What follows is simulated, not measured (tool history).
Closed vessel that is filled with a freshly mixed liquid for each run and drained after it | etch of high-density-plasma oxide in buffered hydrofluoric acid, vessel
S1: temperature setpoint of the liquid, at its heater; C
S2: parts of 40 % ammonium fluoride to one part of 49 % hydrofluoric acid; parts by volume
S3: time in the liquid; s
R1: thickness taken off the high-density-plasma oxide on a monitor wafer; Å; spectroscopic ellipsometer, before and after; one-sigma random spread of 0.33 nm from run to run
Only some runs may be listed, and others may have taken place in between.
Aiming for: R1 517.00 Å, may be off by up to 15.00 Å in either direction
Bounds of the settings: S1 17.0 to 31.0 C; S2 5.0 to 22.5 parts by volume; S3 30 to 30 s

run  hour    S1    S2  S3      R1
  1   0.0  23.0  13.5  30  270.77
  2   8.4  25.5  12.5  30  334.62
  3  15.1  27.0  12.0  30  376.43
  4  23.9  27.0  12.0  30  377.45
  5  27.3  23.5  12.0  30  315.31
  6  29.1  23.5  12.0  30  312.50
  7  32.9  26.0  11.5  30  374.90
  8  34.2  26.0  11.5  30  372.14
  9  37.0  27.5  11.0  30  423.99
 10  37.5  28.5  11.0  30  442.20
 11  41.0  29.5  11.0  30  470.97

Consider the 4 candidate settings below. Which is the only one whose results all fall within their allowed miss of target?
  A  44.5  25.0  9.0  30   ?
  B  44.5  27.0  8.5  30   ?
  C  44.5  29.5  9.0  30   ?
  D  44.5  22.5  8.5  30   ?

move      R1
   A  437.65
   B  518.54
   C  556.41
   D  406.27
A: the biggest miss grows against the last run
B: every result lands within tolerance
C: pushes the last run's worst result past its target
D: the biggest miss grows against the last run
Move B is the one to make.
